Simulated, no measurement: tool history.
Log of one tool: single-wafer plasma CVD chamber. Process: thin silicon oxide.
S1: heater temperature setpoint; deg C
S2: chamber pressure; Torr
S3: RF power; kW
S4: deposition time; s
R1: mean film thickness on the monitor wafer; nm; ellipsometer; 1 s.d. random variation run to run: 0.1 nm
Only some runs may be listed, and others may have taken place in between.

run,day,S1,S2,S3,S4,R1
1,0.000,385,1.00,0.285,10.60,23.842
2,0.088,385,1.03,0.285,10.60,24.283
3,0.417,385,1.03,0.285,10.60,24.455
4,0.612,385,1.05,0.285,10.60,24.599
5,0.825,385,0.96,0.285,10.60,22.925
6,0.971,385,0.99,0.285,10.60,23.574
7,1.050,385,1.02,0.285,10.60,24.234

Estimate the outcome of run 8 from the log above:
8,1.275,385,1.02,0.285,10.60,?

R1: 24.171 nm
